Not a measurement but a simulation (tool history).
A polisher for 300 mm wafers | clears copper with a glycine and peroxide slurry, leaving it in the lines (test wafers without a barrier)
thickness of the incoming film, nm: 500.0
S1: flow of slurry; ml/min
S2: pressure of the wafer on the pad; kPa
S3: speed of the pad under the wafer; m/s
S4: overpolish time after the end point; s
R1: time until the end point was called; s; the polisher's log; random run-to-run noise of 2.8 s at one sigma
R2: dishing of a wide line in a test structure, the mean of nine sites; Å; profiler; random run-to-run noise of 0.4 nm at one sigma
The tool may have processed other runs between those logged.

run 1 hour=0.0 | S1=145 S2=14.5 S3=0.98 S4=10 | R1=149.98 R2=276.91
run 2 hour=1.4 | S1=145 S2=14.5 S3=0.98 S4=8 | R1=147.12 R2=223.73
run 3 hour=2.4 | S1=145 S2=13.8 S3=0.98 S4=8 | R1=155.23 R2=223.17
run 4 hour=8.9 | S1=145 S2=17.2 S3=0.98 S4=8 | R1=134.67 R2=263.26
run 5 hour=17.4 | S1=145 S2=17.2 S3=0.98 S4=10 | R1=137.97 R2=315.58
run 6 hour=20.8 | S1=145 S2=15.9 S3=0.98 S4=9 | R1=144.19 R2=269.65
run 7 hour=28.4 | S1=145 S2=15.2 S3=0.98 S4=9 | R1=146.44 R2=266.17
run 8 hour=29.9 | S1=145 S2=15.2 S3=0.98 S4=9 | R1=141.41 R2=261.55

Estimate the outcome of run 9 from the log above:
run 9 hour=36.9 | S1=145 S2=13.8 S3=0.96 S4=9 | R1=? R2=?

{"run 9": {"R1": 162.64, "R2": 245.01}}
